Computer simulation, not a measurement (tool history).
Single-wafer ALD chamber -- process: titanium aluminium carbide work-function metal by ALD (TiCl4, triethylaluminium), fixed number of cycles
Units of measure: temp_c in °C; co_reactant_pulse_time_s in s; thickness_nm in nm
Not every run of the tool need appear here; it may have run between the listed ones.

Run 1, hour 0.0: temp_c 300 °C, co_reactant_pulse_time_s 11.96 s. Result: thickness_nm 1.9298 nm.
Run 2, hour 4.4: temp_c 300 °C, co_reactant_pulse_time_s 9.15 s. Result: thickness_nm 1.8949 nm.
Run 3, hour 6.4: temp_c 307 °C, co_reactant_pulse_time_s 10.13 s. Result: thickness_nm 1.9935 nm.
Run 4, hour 7.0: temp_c 300 °C, co_reactant_pulse_time_s 10.13 s. Result: thickness_nm 1.9197 nm.
Run 5, hour 7.7: temp_c 306 °C, co_reactant_pulse_time_s 10.61 s. Result: thickness_nm 1.9771 nm.
Run 6, hour 11.4: temp_c 306 °C, co_reactant_pulse_time_s 12.28 s. Result: thickness_nm 2.0123 nm.
At hour 12.8: thermocouple changed; heater temperature recalibrated.
Run 7, hour 12.8: temp_c 309 °C, co_reactant_pulse_time_s 12.50 s. Result: thickness_nm 2.0864 nm.
Run 8, hour 16.9: temp_c 309 °C, co_reactant_pulse_time_s 12.50 s. Result: thickness_nm 2.0808 nm.
Run 9, hour 22.2: temp_c 310 °C, co_reactant_pulse_time_s 12.56 s. Result: thickness_nm 2.0737 nm.

For run 10, what comes out?
Run 10, hour 28.6: temp_c 312 °C, co_reactant_pulse_time_s 12.66 s. Result: thickness_nm ?.

Run 10 yielded thickness_nm 2.0957 nm.
